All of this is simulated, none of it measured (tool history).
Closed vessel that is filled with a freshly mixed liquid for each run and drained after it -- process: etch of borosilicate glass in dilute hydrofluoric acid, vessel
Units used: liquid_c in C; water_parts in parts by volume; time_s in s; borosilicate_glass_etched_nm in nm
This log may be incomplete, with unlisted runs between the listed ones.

run,day,liquid_c,water_parts,time_s,borosilicate_glass_etched_nm
1,0.000,25.0,195,100,11.687
2,0.217,25.0,195,100,11.688
3,0.525,27.0,165,100,15.469
4,0.562,28.5,150,100,18.226
5,0.750,30.0,140,100,20.960
6,1.021,27.0,140,100,18.778

Run 7, settings as shown, results not yet in. Your forecast:
7,1.367,31.0,100,100,?

{"run 7": {"borosilicate_glass_etched_nm": 32.198}}
